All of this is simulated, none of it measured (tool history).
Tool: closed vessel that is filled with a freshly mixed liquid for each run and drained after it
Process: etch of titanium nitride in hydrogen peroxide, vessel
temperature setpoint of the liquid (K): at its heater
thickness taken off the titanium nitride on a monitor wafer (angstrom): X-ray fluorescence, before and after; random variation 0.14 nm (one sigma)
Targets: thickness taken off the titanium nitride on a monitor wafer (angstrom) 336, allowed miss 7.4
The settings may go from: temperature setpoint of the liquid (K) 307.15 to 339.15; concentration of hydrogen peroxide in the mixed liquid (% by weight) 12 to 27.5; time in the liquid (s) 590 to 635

run,hour,temperature setpoint of the liquid (K),concentration of hydrogen peroxide in the mixed liquid (% by weight),time in the liquid (s),thickness taken off the titanium nitride on a monitor wafer (angstrom)
1,0,323.15,18.5,590,169.79
2,8.6,325.65,18.5,590,203.28
3,9.3,327.65,18.5,590,233.32
4,17.7,327.65,20.5,590,238.36
5,24.2,327.65,20.5,590,238.48
6,31.6,321.15,20.5,590,150.21
7,40,324.15,20.5,590,185.66
8,41.3,326.15,20.5,590,215.48

5 next moves are on the table. One of them brings every result within its allowed miss. Which?
A,42.6,328.65,18.5,635,?
B,42.6,320.65,14,590,?
C,42.6,331.65,19.5,635,?
D,42.6,333.15,21.5,635,?
E,42.6,321.65,24.5,590,?

move,thickness taken off the titanium nitride on a monitor wafer (angstrom)
A,268.79
B,132.81
C,334.55
D,378.47
E,161
A: nearer than the last run, and not there yet
B: further off than the last run
C: meets every target
D: takes the result that was furthest off past its target
E: further off than the last run
Move C is the one to make.
